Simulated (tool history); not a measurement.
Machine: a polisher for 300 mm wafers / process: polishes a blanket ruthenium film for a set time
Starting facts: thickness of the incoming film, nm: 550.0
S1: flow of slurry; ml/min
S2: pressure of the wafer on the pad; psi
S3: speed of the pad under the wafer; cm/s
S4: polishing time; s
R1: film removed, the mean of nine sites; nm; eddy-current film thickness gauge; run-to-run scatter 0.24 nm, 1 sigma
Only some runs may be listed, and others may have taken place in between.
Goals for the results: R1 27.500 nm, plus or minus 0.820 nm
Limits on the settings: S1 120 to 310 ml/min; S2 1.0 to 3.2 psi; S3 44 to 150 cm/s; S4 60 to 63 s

run 1 hour=0.0 | S1=200 S2=2.1 S3=96 S4=60 | R1=57.002
run 2 hour=4.9 | S1=195 S2=1.8 S3=92 S4=60 | R1=47.589
run 3 hour=7.1 | S1=195 S2=1.8 S3=110 S4=60 | R1=55.624
run 4 hour=16.0 | S1=195 S2=1.8 S3=110 S4=63 | R1=58.470
run 5 hour=20.0 | S1=195 S2=1.4 S3=110 S4=63 | R1=46.359
run 6 hour=25.0 | S1=195 S2=1.3 S3=102 S4=63 | R1=39.593
run 7 hour=26.2 | S1=195 S2=1.2 S3=98 S4=63 | R1=35.919
run 8 hour=35.0 | S1=195 S2=1.2 S3=94 S4=63 | R1=35.006
run 9 hour=41.6 | S1=195 S2=1.2 S3=92 S4=63 | R1=34.117
run 10 hour=43.5 | S1=180 S2=1.0 S3=80 S4=63 | R1=25.023
run 11 hour=50.1 | S1=190 S2=1.0 S3=80 S4=63 | R1=24.960
run 12 hour=57.0 | S1=190 S2=1.2 S3=80 S4=63 | R1=29.790
run 13 hour=63.5 | S1=180 S2=1.2 S3=80 S4=63 | R1=29.582

Exercise: of the 4 proposed moves below, exactly one satisfies all targets within the stated allowed misses. Which move is it?
run A hour=70.0 | S1=140 S2=1.6 S3=62 S4=63 | R1=?
run B hour=70.0 | S1=165 S2=1.3 S3=74 S4=60 | R1=?
run C hour=70.0 | S1=215 S2=1.0 S3=84 S4=61 | R1=?
run D hour=70.0 | S1=160 S2=1.2 S3=86 S4=60 | R1=?

move=A R1=29.041
move=B R1=27.498
move=C R1=25.533
move=D R1=29.090
A: moves toward the targets from the last run without getting all of them in spec
B: meets every target
C: takes the biggest miss from the last run beyond its target
D: moves toward the targets from the last run without getting all of them in spec
B meets every target.
